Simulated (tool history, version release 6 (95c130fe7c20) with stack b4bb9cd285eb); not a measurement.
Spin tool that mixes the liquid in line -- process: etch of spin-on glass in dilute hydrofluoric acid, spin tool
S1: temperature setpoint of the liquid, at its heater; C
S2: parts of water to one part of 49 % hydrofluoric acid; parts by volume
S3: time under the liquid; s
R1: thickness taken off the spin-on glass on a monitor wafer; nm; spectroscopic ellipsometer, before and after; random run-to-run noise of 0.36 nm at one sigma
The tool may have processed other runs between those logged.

| run | hour | S1 | S2 | S3 | R1 |
|---|---|---|---|---|---|
| 1 | 0 | 21 | 190 | 170 | 27.562 |
| 2 | 8.3 | 23 | 170 | 170 | 33.605 |
| 3 | 9.8 | 20 | 170 | 170 | 29.739 |
| 4 | 13.4 | 22 | 155 | 170 | 36.256 |
| 5 | 16.9 | 23.5 | 145 | 170 | 41.508 |
| 6 | 23.8 | 23.5 | 170 | 170 | 34.764 |
| 7 | 27.3 | 25 | 155 | 170 | 40.693 |
| 8 | 28.5 | 26 | 145 | 170 | 45.42 |
| 9 | 31.3 | 29 | 105 | 170 | 74.293 |

Run 10 is up next; what results do you expect?
| 10 | 39 | 28 | 105 | 170 | ? |

R1: 71.188 nm
